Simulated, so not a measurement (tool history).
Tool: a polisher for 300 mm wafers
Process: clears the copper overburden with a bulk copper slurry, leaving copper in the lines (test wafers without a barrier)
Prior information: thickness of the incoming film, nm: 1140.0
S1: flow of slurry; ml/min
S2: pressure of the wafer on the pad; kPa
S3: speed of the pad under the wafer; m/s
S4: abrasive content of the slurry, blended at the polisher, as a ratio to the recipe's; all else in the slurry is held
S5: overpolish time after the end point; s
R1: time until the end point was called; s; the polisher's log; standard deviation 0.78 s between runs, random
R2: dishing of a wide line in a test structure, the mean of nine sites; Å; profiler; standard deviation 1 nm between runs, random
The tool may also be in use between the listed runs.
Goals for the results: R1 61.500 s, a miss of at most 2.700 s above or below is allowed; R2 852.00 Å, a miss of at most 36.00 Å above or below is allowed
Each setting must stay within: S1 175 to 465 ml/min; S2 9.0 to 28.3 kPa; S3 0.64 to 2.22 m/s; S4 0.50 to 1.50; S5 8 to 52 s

| run | hour | S1 | S2 | S3 | S4 | S5 | R1 | R2 |
|---|---|---|---|---|---|---|---|---|
| 1 | 0.0 | 295 | 18.6 | 1.42 | 1.00 | 26 | 110.830 | 856.79 |
| 2 | 2.0 | 295 | 18.6 | 1.06 | 1.00 | 26 | 138.410 | 822.88 |
| 3 | 4.1 | 295 | 19.3 | 1.14 | 1.00 | 24 | 128.670 | 817.95 |
| 4 | 5.4 | 295 | 20.0 | 1.20 | 1.00 | 22 | 120.610 | 812.67 |
| 5 | 7.6 | 295 | 20.0 | 1.20 | 1.20 | 22 | 110.310 | 824.60 |
| 6 | 11.6 | 295 | 20.0 | 1.20 | 1.20 | 31 | 110.910 | 907.02 |
| 7 | 15.3 | 295 | 20.7 | 1.22 | 1.20 | 29 | 108.060 | 908.94 |
| 8 | 18.7 | 320 | 20.7 | 1.62 | 1.35 | 16 | 79.135 | 820.61 |
| 9 | 25.4 | 320 | 21.4 | 1.62 | 1.35 | 16 | 77.609 | 846.97 |
| 10 | 32.3 | 320 | 21.4 | 1.64 | 1.35 | 15 | 74.654 | 849.74 |

Which of these 4 next moves meets every target?
| A | 39.2 | 305 | 17.2 | 1.42 | 1.45 | 25 | ? | ? |
| B | 39.2 | 360 | 22.1 | 2.22 | 1.40 | 8 | ? | ? |
| C | 39.2 | 360 | 22.8 | 1.94 | 1.40 | 12 | ? | ? |
| D | 39.2 | 355 | 23.4 | 1.60 | 1.45 | 13 | ? | ? |

| move | R1 | R2 |
|---|---|---|
| A | 104.600 | 840.23 |
| B | 55.371 | 750.18 |
| C | 60.609 | 838.72 |
| D | 69.078 | 829.56 |
A: lands further from the targets than the last run did
B: takes the biggest miss from the last run beyond its target
C: hits every target within its allowed miss
D: nearer than the last run, and not there yet
C is the move that brings every result within its allowed miss.

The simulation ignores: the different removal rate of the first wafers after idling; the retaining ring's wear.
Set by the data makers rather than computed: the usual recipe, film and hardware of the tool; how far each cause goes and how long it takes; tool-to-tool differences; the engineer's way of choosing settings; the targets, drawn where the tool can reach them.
